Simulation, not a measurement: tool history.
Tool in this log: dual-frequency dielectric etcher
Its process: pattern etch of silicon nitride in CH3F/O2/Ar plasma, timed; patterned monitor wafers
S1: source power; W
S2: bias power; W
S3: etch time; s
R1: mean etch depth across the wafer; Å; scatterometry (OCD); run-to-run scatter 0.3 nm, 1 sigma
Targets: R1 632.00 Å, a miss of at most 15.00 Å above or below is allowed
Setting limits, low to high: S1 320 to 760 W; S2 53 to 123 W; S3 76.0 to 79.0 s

Run 1, hour 0.0: S1 540 W, S2 88 W, S3 76.0 s. Result: R1 545.12 Å.
Run 2, hour 8.8: S1 540 W, S2 100 W, S3 76.0 s. Result: R1 562.34 Å.
Run 3, hour 14.8: S1 540 W, S2 87 W, S3 76.0 s. Result: R1 539.93 Å.
Run 4, hour 18.2: S1 600 W, S2 90 W, S3 76.0 s. Result: R1 568.92 Å.
Run 5, hour 19.4: S1 600 W, S2 90 W, S3 79.0 s. Result: R1 586.59 Å.
Run 6, hour 25.4: S1 600 W, S2 75 W, S3 79.0 s. Result: R1 566.97 Å.
Run 7, hour 28.4: S1 710 W, S2 83 W, S3 79.0 s. Result: R1 607.39 Å.
Run 8, hour 36.5: S1 720 W, S2 85 W, S3 79.0 s. Result: R1 611.59 Å.

Exactly one of the 4 candidate moves below puts every result within its allowed miss. Which one?
Run A, hour 44.6: S1 720 W, S2 80 W, S3 77.5 s. Result: R1 ?.
Run B, hour 44.6: S1 710 W, S2 83 W, S3 76.0 s. Result: R1 ?.
Run C, hour 44.6: S1 730 W, S2 96 W, S3 79.0 s. Result: R1 ?.
Run D, hour 44.6: S1 700 W, S2 78 W, S3 79.0 s. Result: R1 ?.

move      R1
   A  596.62
   B  587.19
   C  638.20
   D  598.78
A: misses by more than the last run did
B: misses by more than the last run did
C: all results in spec
D: misses by more than the last run did
So the answer is move C, the one that meets all the targets.
